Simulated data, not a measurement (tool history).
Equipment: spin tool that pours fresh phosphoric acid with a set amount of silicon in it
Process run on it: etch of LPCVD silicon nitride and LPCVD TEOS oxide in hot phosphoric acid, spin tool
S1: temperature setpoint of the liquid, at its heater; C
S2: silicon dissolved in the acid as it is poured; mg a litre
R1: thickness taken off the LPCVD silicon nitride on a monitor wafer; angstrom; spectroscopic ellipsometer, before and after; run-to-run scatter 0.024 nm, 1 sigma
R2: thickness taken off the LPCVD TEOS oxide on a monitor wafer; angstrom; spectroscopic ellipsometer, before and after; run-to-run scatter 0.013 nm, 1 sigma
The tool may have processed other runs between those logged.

{"run": 1, "hour": 0.0, "S1": 164, "S2": 27.5, "time under the liquid (s)": 180, "R1": 218.89, "R2": 3.8931}
{"run": 2, "hour": 3.2, "S1": 164, "S2": 15.5, "time under the liquid (s)": 180, "R1": 217.81, "R2": 6.9084}
{"run": 3, "hour": 8.2, "S1": 163.5, "S2": 16, "time under the liquid (s)": 155, "R1": 184.46, "R2": 4.7434}
{"run": 4, "hour": 14.2, "S1": 163, "S2": 14, "time under the liquid (s)": 135, "R1": 157.94, "R2": 4.1732}
{"run": 5, "hour": 21.5, "S1": 162.5, "S2": 13, "time under the liquid (s)": 120, "R1": 138.59, "R2": 4.1529}
{"run": 6, "hour": 23.8, "S1": 162, "S2": 14, "time under the liquid (s)": 110, "R1": 124.98, "R2": 3.1804}
{"run": 7, "hour": 27.3, "S1": 161.5, "S2": 14, "time under the liquid (s)": 100, "R1": 111.78, "R2": 2.6591}
{"run": 8, "hour": 28.5, "S1": 159, "S2": 12, "time under the liquid (s)": 50, "R1": 51.376, "R2": 1.192}
{"run": 9, "hour": 31.5, "S1": 159.5, "S2": 13, "time under the liquid (s)": 50, "R1": 52.527, "R2": 1.2565}

Estimate the outcome of run 10 from the log above:
{"run": 10, "hour": 40.1, "S1": 160, "S2": 14, "time under the liquid (s)": 50, "R1": "?", "R2": "?"}

R1: 52.888 angstrom
R2: 1.1048 angstrom
